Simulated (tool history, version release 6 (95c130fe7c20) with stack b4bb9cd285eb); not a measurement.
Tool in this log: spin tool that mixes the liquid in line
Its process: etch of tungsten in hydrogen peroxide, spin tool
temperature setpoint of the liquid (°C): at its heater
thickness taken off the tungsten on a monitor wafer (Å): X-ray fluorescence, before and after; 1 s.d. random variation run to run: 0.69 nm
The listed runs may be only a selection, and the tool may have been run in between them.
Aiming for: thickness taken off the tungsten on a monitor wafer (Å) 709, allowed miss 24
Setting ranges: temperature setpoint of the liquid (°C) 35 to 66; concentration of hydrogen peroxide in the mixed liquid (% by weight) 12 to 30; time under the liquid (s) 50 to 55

run    day  temperature setpoint of the liquid (°C)  concentration of hydrogen peroxide in the mixed liquid (% by weight)  time under the liquid (s)  thickness taken off the tungsten on a monitor wafer (Å)
  1      0                                       51                                                                  20.5                         50                                                   463.26
  2  0.296                                       51                                                                  20.5                         50                                                   461.68
  3  0.454                                     44.5                                                                  20.5                         50                                                   313.35
  4  0.562                                     44.5                                                                  20.5                         55                                                   341.19
  5  0.792                                     44.5                                                                  17.5                         55                                                   314.44
  6    0.9                                     44.5                                                                    20                         55                                                   340.26
  7  0.988                                       47                                                                    20                         55                                                   400.14
  8  1.292                                       49                                                                    20                         55                                                   449.62
  9  1.592                                     50.5                                                                    20                         55                                                   495.85
 10  1.646                                     51.5                                                                    20                         55                                                   528.59
 11  1.729                                     52.5                                                                    20                         55                                                   549.38
 12  1.992                                     53.5                                                                    20                         55                                                   585.46

Of the 5 settings listed for the next run, only one would bring every result within its allowed miss of target. Which one?
  A  2.254                                       50                                                                    20                         50                                                        ?
  B  2.254                                       57                                                                    19                         55                                                        ?
  C  2.254                                       53                                                                    18                         50                                                        ?
  D  2.254                                       60                                                                  21.5                         50                                                        ?
  E  2.254                                     55.5                                                                    17                         50                                                        ?

move  thickness taken off the tungsten on a monitor wafer (Å)
   A                                                   431.86
   B                                                   703.83
   C                                                   491.32
   D                                                   810.07
   E                                                   554.12
A: lands further from the targets than the last run did
B: meets every target
C: lands further from the targets than the last run did
D: the result that was furthest off in the last run now lies on the other side of its target
E: lands further from the targets than the last run did
Go with B: it meets all targets.

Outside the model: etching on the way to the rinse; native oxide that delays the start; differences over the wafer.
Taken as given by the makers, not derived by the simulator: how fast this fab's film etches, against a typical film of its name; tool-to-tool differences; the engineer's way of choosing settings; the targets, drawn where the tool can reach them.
